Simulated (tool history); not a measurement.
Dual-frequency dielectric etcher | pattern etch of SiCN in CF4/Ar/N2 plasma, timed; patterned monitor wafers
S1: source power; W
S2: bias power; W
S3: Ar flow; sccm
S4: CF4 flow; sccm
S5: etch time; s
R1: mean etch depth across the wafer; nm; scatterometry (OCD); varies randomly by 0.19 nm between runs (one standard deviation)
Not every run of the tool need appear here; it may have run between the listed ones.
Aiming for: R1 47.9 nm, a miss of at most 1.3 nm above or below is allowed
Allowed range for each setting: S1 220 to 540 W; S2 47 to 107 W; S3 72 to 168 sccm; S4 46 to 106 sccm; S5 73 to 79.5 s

run  hour   S1  S2   S3  S4    S5      R1
  1     0  380  77  120  76  79.5  63.857
  2   2.2  350  76  120  76  79.5  58.872
  3  10.6  350  86  120  76  79.5  61.159
  4  13.3  330  85  120  76  79.5  57.374
  5  22.2  330  85  120  66  79.5   55.95
  6  23.2  320  85  120  66  79.5  54.002
  7  25.5  310  85  120  66  79.5  52.609
  8  26.5  270  84  121  66  79.5  44.816

Which one of the following 4 next-run settings gets every result inside its allowed miss? There is exactly one.
  A  27.5  280  85  120  60  73.5   ?
  B  27.5  260  85  124  65  76.5   ?
  C  27.5  280  81  114  61    73   ?
  D  27.5  290  83  122  64  79.5   ?

move      R1
   A  42.826
   B  41.353
   C  42.115
   D  48.038
A: lands further from the targets than the last run did
B: lands further from the targets than the last run did
C: lands further from the targets than the last run did
D: every result lands within tolerance
Correct choice: D, which meets every target
